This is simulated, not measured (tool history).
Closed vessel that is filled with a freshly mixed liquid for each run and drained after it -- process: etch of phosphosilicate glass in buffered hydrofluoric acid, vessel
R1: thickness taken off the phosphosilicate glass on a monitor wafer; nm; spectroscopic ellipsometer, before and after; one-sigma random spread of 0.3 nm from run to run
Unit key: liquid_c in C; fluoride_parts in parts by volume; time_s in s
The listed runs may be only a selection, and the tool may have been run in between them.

{"run": 1, "hour": 0.0, "liquid_c": 21, "fluoride_parts": 21, "time_s": 30, "R1": 38.667}
{"run": 2, "hour": 7.0, "liquid_c": 21, "fluoride_parts": 21, "time_s": 30, "R1": 38.804}
{"run": 3, "hour": 11.7, "liquid_c": 21, "fluoride_parts": 21, "time_s": 30, "R1": 38.96}
{"run": 4, "hour": 15.0, "liquid_c": 19.5, "fluoride_parts": 21, "time_s": 30, "R1": 35.719}
{"run": 5, "hour": 19.6, "liquid_c": 22.5, "fluoride_parts": 19.5, "time_s": 30, "R1": 44.859}
{"run": 6, "hour": 26.6, "liquid_c": 22.5, "fluoride_parts": 13.5, "time_s": 30, "R1": 64.343}

Expected results for the next run?
{"run": 7, "hour": 30.3, "liquid_c": 23.5, "fluoride_parts": 13.5, "time_s": 30, "R1": "?"}

{"run 7": {"R1": 67.811}}
